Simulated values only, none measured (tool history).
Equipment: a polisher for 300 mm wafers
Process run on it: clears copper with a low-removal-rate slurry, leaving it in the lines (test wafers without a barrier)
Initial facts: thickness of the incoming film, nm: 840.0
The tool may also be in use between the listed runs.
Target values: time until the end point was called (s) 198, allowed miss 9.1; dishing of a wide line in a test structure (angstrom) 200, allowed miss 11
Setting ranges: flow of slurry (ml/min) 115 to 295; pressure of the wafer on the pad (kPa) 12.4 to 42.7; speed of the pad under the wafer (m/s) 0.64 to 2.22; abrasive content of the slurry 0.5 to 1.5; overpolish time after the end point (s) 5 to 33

run,hour,flow of slurry (ml/min),pressure of the wafer on the pad (kPa),speed of the pad under the wafer (m/s),abrasive content of the slurry,overpolish time after the end point (s),time until the end point was called (s),dishing of a wide line in a test structure (angstrom)
1,0,190,27.6,1.42,1,17,190.47,489.76
2,0.7,190,25.5,1.48,1,15,192.76,443.89
3,4.9,195,23.4,1.52,1,13,206.95,375.54
4,11.6,150,23.4,1.52,1,13,214.04,369.44
5,20.3,150,23.4,1.52,0.95,13,215.18,360.6
6,22.9,150,23.4,1.52,1.1,13,205.8,376.53
7,26.6,145,22.1,1.62,1.05,12,209.83,347.44
8,28.2,145,22.1,1.62,1.05,12,203.58,340.32
9,36,140,20.7,1.7,1.05,11,214.86,312.07
10,44.6,135,19.3,1.78,1.1,10,216.54,296.1
11,46.1,130,18.6,1.86,1.1,9,218.58,255.79
12,54.8,130,18.6,1.92,1.1,8,212.03,247.65
13,56.7,130,18.6,1.96,1.1,8,207.94,247.75
14,63.9,130,18.6,2,1.1,8,199.63,245.86
15,64.4,130,18.6,2.02,1.1,8,198.13,262.32
16,66.3,130,17.9,2.06,1.15,8,206.76,253.72
17,69.5,130,17.9,2.08,1.1,8,202.14,247.49
18,74.3,130,17.9,2.1,1.1,8,202.37,259.7
19,81.8,130,17.9,2.1,1.15,8,197.15,258.58
20,86.5,130,17.9,2.12,1.1,8,195.37,261.18
21,91.1,130,17.9,2.14,1.15,8,190.93,253.77
22,92.5,130,17.2,2.16,1.15,8,199.38,254
23,98.6,170,20,1.82,1.4,5,182.26,180.25
24,107.2,160,20,1.8,1.3,5,196.68,171.2
25,111.8,150,20.7,1.82,1.2,5,191.69,171.96
26,117.9,150,20.7,1.84,1.2,5,192.15,176.38

Which single option among these 5 for the next run brings every result within its allowed miss of target? Just one does.
A,124,115,23.4,1.64,1.2,5,?,?
B,124,145,17.2,2.22,1,6,?,?
C,124,170,21.4,1.78,1.2,5,?,?
D,124,175,17.9,1.96,1.25,5,?,?
E,124,145,22.1,1.68,1.15,5,?,?

move,time until the end point was called (s),dishing of a wide line in a test structure (angstrom)
A,192.99,171.22
B,196.97,196.89
C,183.89,178.61
D,194.92,168.74
E,195.4,169.09
A: moves away from the targets compared with the last run
B: in spec on every target
C: moves toward the targets from the last run without getting all of them in spec
D: moves away from the targets compared with the last run
E: moves away from the targets compared with the last run
The right move is B.
